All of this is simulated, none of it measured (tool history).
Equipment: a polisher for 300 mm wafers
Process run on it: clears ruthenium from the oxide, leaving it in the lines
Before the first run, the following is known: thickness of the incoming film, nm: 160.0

run,hour,flow of slurry (ml/min),pressure of the wafer on the pad (kPa),speed of the pad under the wafer (m/s),overpolish time after the end point (s),time until the end point was called (s)
1,0.0,265,17.2,1.28,37,77.853
2,7.8,265,13.1,1.28,37,92.465
3,14.5,265,12.4,1.28,37,94.519
4,23.4,205,12.4,1.28,37,98.535
5,29.7,170,12.4,1.28,37,97.895
6,37.1,210,12.4,1.28,37,98.082

Run 7 is up next; what results do you expect?
7,44.4,210,11.7,1.28,37,?

Run 7 produced time until the end point was called (s) 98.088.
